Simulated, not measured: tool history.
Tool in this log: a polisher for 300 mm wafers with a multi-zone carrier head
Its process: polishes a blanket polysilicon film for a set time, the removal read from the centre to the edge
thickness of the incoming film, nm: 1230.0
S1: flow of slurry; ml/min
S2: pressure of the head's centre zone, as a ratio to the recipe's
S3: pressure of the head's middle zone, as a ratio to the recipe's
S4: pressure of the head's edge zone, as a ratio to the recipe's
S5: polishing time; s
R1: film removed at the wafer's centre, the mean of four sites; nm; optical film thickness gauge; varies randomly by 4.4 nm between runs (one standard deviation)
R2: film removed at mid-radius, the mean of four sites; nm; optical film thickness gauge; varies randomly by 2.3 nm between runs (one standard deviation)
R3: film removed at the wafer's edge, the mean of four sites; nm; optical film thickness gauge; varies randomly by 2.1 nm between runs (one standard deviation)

| run | day | S1 | S2 | S3 | S4 | S5 | R1 | R2 | R3 |
|---|---|---|---|---|---|---|---|---|---|
| 1 | 0.000 | 245 | 1.00 | 1.00 | 1.00 | 42 | 285.14 | 283.42 | 283.55 |
| 2 | 0.154 | 245 | 1.00 | 1.00 | 1.00 | 32 | 222.07 | 216.89 | 214.02 |
| 3 | 0.421 | 245 | 1.00 | 1.04 | 1.00 | 32 | 215.90 | 219.94 | 215.77 |
| 4 | 0.654 | 245 | 1.07 | 1.04 | 1.00 | 32 | 235.63 | 223.65 | 216.96 |
| 5 | 0.746 | 240 | 1.02 | 0.97 | 1.06 | 36 | 255.66 | 236.53 | 252.08 |
| 6 | 0.908 | 240 | 1.02 | 0.97 | 1.06 | 44 | 304.95 | 291.11 | 308.64 |

Expected results for the next run?
| 7 | 1.154 | 265 | 0.97 | 0.87 | 1.16 | 45 | ? | ? | ? |

R1: 297.98 nm
R2: 271.59 nm
R3: 330.53 nm
